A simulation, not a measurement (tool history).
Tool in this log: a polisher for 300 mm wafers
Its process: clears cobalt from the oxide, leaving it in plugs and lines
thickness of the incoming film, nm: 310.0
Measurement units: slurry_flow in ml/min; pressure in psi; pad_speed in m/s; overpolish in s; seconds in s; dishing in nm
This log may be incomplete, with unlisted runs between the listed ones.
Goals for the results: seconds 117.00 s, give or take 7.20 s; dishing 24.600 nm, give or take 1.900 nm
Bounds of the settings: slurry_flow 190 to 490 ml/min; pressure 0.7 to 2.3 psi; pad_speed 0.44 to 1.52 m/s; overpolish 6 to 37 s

run 1 hour=0.0 | slurry_flow=315 pressure=1.5 pad_speed=0.98 overpolish=19 | seconds=109.17 dishing=40.512
run 2 hour=2.7 | slurry_flow=315 pressure=1.5 pad_speed=0.78 overpolish=19 | seconds=139.74 dishing=36.021
run 3 hour=7.6 | slurry_flow=315 pressure=1.5 pad_speed=0.80 overpolish=17 | seconds=134.68 dishing=34.570
run 4 hour=9.0 | slurry_flow=315 pressure=1.5 pad_speed=0.80 overpolish=20 | seconds=134.16 dishing=37.855
run 5 hour=11.7 | slurry_flow=310 pressure=1.5 pad_speed=0.82 overpolish=17 | seconds=129.44 dishing=35.478
run 6 hour=12.3 | slurry_flow=310 pressure=1.5 pad_speed=1.04 overpolish=17 | seconds=104.62 dishing=39.758
run 7 hour=15.0 | slurry_flow=320 pressure=1.4 pad_speed=1.06 overpolish=15 | seconds=110.76 dishing=37.438
run 8 hour=20.4 | slurry_flow=320 pressure=1.4 pad_speed=1.06 overpolish=15 | seconds=111.89 dishing=37.107
run 9 hour=22.2 | slurry_flow=295 pressure=1.4 pad_speed=1.02 overpolish=13 | seconds=112.73 dishing=31.029
run 10 hour=30.1 | slurry_flow=295 pressure=1.4 pad_speed=1.02 overpolish=13 | seconds=112.45 dishing=30.833
run 11 hour=36.4 | slurry_flow=285 pressure=1.4 pad_speed=1.02 overpolish=13 | seconds=117.05 dishing=30.306
run 12 hour=40.8 | slurry_flow=275 pressure=1.4 pad_speed=1.02 overpolish=13 | seconds=117.24 dishing=31.527
run 13 hour=42.7 | slurry_flow=275 pressure=1.4 pad_speed=1.02 overpolish=12 | seconds=117.97 dishing=29.551
run 14 hour=49.4 | slurry_flow=270 pressure=1.4 pad_speed=1.02 overpolish=11 | seconds=118.13 dishing=26.709
run 15 hour=51.4 | slurry_flow=265 pressure=1.4 pad_speed=1.02 overpolish=11 | seconds=116.20 dishing=27.979
run 16 hour=56.4 | slurry_flow=260 pressure=1.4 pad_speed=1.02 overpolish=11 | seconds=118.59 dishing=26.456
run 17 hour=61.1 | slurry_flow=255 pressure=1.4 pad_speed=1.02 overpolish=11 | seconds=112.34 dishing=27.697
run 18 hour=64.8 | slurry_flow=250 pressure=1.4 pad_speed=1.02 overpolish=11 | seconds=115.90 dishing=25.475
-- hour=69.4 slurry nozzle cleaned
run 19 hour=69.4 | slurry_flow=245 pressure=1.4 pad_speed=1.02 overpolish=11 | seconds=111.92 dishing=27.558
run 20 hour=78.3 | slurry_flow=240 pressure=1.4 pad_speed=1.02 overpolish=11 | seconds=112.06 dishing=26.528
run 21 hour=82.9 | slurry_flow=230 pressure=1.4 pad_speed=1.02 overpolish=11 | seconds=116.10 dishing=27.532

Exactly one of the 4 candidate moves below puts every result within its allowed miss. Which one?
run A hour=87.5 | slurry_flow=275 pressure=1.3 pad_speed=1.20 overpolish=11 | seconds=? dishing=?
run B hour=87.5 | slurry_flow=190 pressure=1.3 pad_speed=1.08 overpolish=10 | seconds=? dishing=?
run C hour=87.5 | slurry_flow=190 pressure=1.5 pad_speed=0.96 overpolish=12 | seconds=? dishing=?
run D hour=87.5 | slurry_flow=245 pressure=1.3 pad_speed=1.02 overpolish=17 | seconds=? dishing=?

move=A seconds=103.60 dishing=30.569
move=B seconds=118.89 dishing=25.166
move=C seconds=116.06 dishing=29.919
move=D seconds=122.58 dishing=37.810
A: misses by more than the last run did
B: meets every target
C: misses by more than the last run did
D: misses by more than the last run did
Move B is the one to make.
